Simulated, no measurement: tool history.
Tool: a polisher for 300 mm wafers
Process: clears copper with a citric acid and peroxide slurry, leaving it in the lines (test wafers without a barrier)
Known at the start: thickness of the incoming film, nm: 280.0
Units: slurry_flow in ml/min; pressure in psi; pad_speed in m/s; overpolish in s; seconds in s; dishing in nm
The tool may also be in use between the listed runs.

Run 1, hour 0.0: slurry_flow 285 ml/min, pressure 3.4 psi, pad_speed 1.22 m/s, slurry_solids 1.0, overpolish 13 s. Result: seconds 94.833 s, dishing 25.2720 nm.
Run 2, hour 1.5: slurry_flow 285 ml/min, pressure 3.3 psi, pad_speed 1.20 m/s, slurry_solids 1.0, overpolish 12 s. Result: seconds 100.540 s, dishing 22.2910 nm.
Run 3, hour 3.4: slurry_flow 285 ml/min, pressure 3.2 psi, pad_speed 1.20 m/s, slurry_solids 1.0, overpolish 11 s. Result: seconds 100.640 s, dishing 20.4840 nm.
Run 4, hour 9.0: slurry_flow 285 ml/min, pressure 3.2 psi, pad_speed 1.20 m/s, slurry_solids 1.0, overpolish 16 s. Result: seconds 101.740 s, dishing 28.2020 nm.
Run 5, hour 10.6: slurry_flow 290 ml/min, pressure 3.1 psi, pad_speed 1.18 m/s, slurry_solids 1.0, overpolish 15 s. Result: seconds 107.810 s, dishing 26.1030 nm.
Run 6, hour 18.9: slurry_flow 290 ml/min, pressure 3.1 psi, pad_speed 1.46 m/s, slurry_solids 1.0, overpolish 15 s. Result: seconds 89.113 s, dishing 30.0070 nm.
Run 7, hour 24.3: slurry_flow 290 ml/min, pressure 3.0 psi, pad_speed 1.40 m/s, slurry_solids 1.0, overpolish 14 s. Result: seconds 94.988 s, dishing 26.8030 nm.
Run 8, hour 28.6: slurry_flow 290 ml/min, pressure 2.9 psi, pad_speed 1.36 m/s, slurry_solids 1.0, overpolish 13 s. Result: seconds 100.700 s, dishing 23.8570 nm.
Run 9, hour 36.0: slurry_flow 285 ml/min, pressure 2.8 psi, pad_speed 1.32 m/s, slurry_solids 1.0, overpolish 12 s. Result: seconds 105.370 s, dishing 20.9520 nm.
Run 10, hour 36.7: slurry_flow 285 ml/min, pressure 2.7 psi, pad_speed 1.30 m/s, slurry_solids 1.0, overpolish 11 s. Result: seconds 110.250 s, dishing 18.6620 nm.
Run 11, hour 38.9: slurry_flow 285 ml/min, pressure 2.6 psi, pad_speed 1.28 m/s, slurry_solids 1.0, overpolish 10 s. Result: seconds 116.690 s, dishing 16.1220 nm.
Run 12, hour 43.8: slurry_flow 285 ml/min, pressure 2.5 psi, pad_speed 1.28 m/s, slurry_solids 1.0, overpolish 10 s. Result: seconds 119.010 s, dishing 15.5490 nm.
Run 13, hour 45.1: slurry_flow 285 ml/min, pressure 2.5 psi, pad_speed 1.28 m/s, slurry_solids 1.0, overpolish 10 s. Result: seconds 118.410 s, dishing 15.6430 nm.
Run 14, hour 53.2: slurry_flow 310 ml/min, pressure 1.7 psi, pad_speed 1.18 m/s, slurry_solids 1.0, overpolish 5 s. Result: seconds 183.150 s, dishing 5.4606 nm.
Run 15, hour 54.8: slurry_flow 295 ml/min, pressure 1.7 psi, pad_speed 1.18 m/s, slurry_solids 1.0, overpolish 5 s. Result: seconds 178.090 s, dishing 5.5343 nm.
Run 16, hour 56.5: slurry_flow 295 ml/min, pressure 1.8 psi, pad_speed 1.18 m/s, slurry_solids 1.0, overpolish 5 s. Result: seconds 171.100 s, dishing 5.8401 nm.
Run 17, hour 63.7: slurry_flow 290 ml/min, pressure 1.8 psi, pad_speed 1.18 m/s, slurry_solids 1.0, overpolish 5 s. Result: seconds 172.030 s, dishing 5.7715 nm.
Run 18, hour 70.3: slurry_flow 295 ml/min, pressure 1.9 psi, pad_speed 1.18 m/s, slurry_solids 1.0, overpolish 5 s. Result: seconds 162.410 s, dishing 6.0686 nm.
Run 19, hour 72.4: slurry_flow 290 ml/min, pressure 1.9 psi, pad_speed 1.18 m/s, slurry_solids 1.0, overpolish 5 s. Result: seconds 164.000 s, dishing 5.9552 nm.
Run 20, hour 78.2: slurry_flow 245 ml/min, pressure 2.3 psi, pad_speed 1.18 m/s, slurry_solids 1.0, overpolish 11 s. Result: seconds 141.510 s, dishing 14.7950 nm.
Run 21, hour 81.5: slurry_flow 260 ml/min, pressure 2.3 psi, pad_speed 1.18 m/s, slurry_solids 1.0, overpolish 11 s. Result: seconds 137.690 s, dishing 14.8160 nm.

Forecast run 22:
Run 22, hour 88.1: slurry_flow 275 ml/min, pressure 2.3 psi, pad_speed 1.18 m/s, slurry_solids 1.0, overpolish 11 s. Result: seconds ?, dishing ?.

Run 22 gave seconds 139.030 s, dishing 14.7640 nm.
